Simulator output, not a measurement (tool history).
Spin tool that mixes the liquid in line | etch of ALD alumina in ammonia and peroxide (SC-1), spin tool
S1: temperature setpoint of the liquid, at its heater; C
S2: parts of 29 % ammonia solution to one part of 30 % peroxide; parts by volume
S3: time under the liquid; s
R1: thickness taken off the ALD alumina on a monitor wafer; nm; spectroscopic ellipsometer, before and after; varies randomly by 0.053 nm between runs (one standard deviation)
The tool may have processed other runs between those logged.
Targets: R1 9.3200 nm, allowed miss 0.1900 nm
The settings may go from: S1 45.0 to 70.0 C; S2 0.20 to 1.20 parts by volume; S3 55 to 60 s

Run 1, hour 0.0: S1 61.0 C, S2 0.70 parts by volume, S3 55 s. Result: R1 6.9415 nm.
Run 2, hour 8.0: S1 62.0 C, S2 0.70 parts by volume, S3 55 s. Result: R1 7.3006 nm.
Run 3, hour 15.9: S1 62.0 C, S2 0.45 parts by volume, S3 55 s. Result: R1 6.9972 nm.
Run 4, hour 17.2: S1 63.0 C, S2 0.45 parts by volume, S3 55 s. Result: R1 7.3980 nm.
Run 5, hour 18.6: S1 63.0 C, S2 0.45 parts by volume, S3 60 s. Result: R1 8.1690 nm.
Run 6, hour 24.5: S1 63.5 C, S2 0.45 parts by volume, S3 60 s. Result: R1 8.2456 nm.
Run 7, hour 28.1: S1 64.0 C, S2 0.45 parts by volume, S3 60 s. Result: R1 8.5556 nm.
At hour 30.8: heated supply line repaired.
Run 8, hour 30.8: S1 64.5 C, S2 0.45 parts by volume, S3 60 s. Result: R1 9.6835 nm.

Pick the move, out of 5, that brings all results within their allowed miss; only one does.
Run A, hour 33.5: S1 66.0 C, S2 0.25 parts by volume, S3 55 s. Result: R1 ?.
Run B, hour 33.5: S1 67.0 C, S2 0.35 parts by volume, S3 55 s. Result: R1 ?.
Run C, hour 33.5: S1 63.5 C, S2 0.55 parts by volume, S3 60 s. Result: R1 ?.
Run D, hour 33.5: S1 66.5 C, S2 0.30 parts by volume, S3 60 s. Result: R1 ?.
Run E, hour 33.5: S1 66.0 C, S2 0.45 parts by volume, S3 60 s. Result: R1 ?.

move       R1
   A   9.0059
   B   9.7656
   C   9.3473
   D  10.2450
   E  10.3860
A: takes the biggest miss from the last run beyond its target
B: lands further from the targets than the last run did
C: every result lands within tolerance
D: lands further from the targets than the last run did
E: lands further from the targets than the last run did
The right move is C.
